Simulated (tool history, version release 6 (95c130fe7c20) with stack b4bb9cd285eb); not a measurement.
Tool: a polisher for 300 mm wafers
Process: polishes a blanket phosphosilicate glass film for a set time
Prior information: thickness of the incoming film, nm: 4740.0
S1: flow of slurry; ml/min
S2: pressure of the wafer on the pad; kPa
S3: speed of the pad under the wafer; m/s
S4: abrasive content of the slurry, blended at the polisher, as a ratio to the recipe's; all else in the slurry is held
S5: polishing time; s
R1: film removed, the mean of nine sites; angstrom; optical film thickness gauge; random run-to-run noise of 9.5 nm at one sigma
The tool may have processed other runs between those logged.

Run 1, day 0: S1 250 ml/min, S2 22.8 kPa, S3 1.2 m/s, S4 1, S5 108 s. Result: R1 13477 angstrom.
Run 2, day 0.367: S1 195 ml/min, S2 22.8 kPa, S3 1.2 m/s, S4 1, S5 108 s. Result: R1 12910 angstrom.
Run 3, day 0.462: S1 195 ml/min, S2 22.8 kPa, S3 1.2 m/s, S4 1.2, S5 108 s. Result: R1 13534 angstrom.
Run 4, day 0.796: S1 220 ml/min, S2 22.8 kPa, S3 1.2 m/s, S4 1.2, S5 108 s. Result: R1 14077 angstrom.
Run 5, day 0.854: S1 220 ml/min, S2 22.8 kPa, S3 1.2 m/s, S4 1.2, S5 108 s. Result: R1 13946 angstrom.
Run 6, day 0.992: S1 220 ml/min, S2 22.8 kPa, S3 1.2 m/s, S4 1.05, S5 108 s. Result: R1 13653 angstrom.
Run 7, day 1.25: S1 220 ml/min, S2 15.9 kPa, S3 1.16 m/s, S4 1.05, S5 108 s. Result: R1 9197.7 angstrom.

Run 8 comes next. What will it give?
Run 8, day 1.421: S1 215 ml/min, S2 15.9 kPa, S3 1.16 m/s, S4 1.05, S5 108 s. Result: R1 ?.

Run 8 produced R1 9181.8 angstrom.
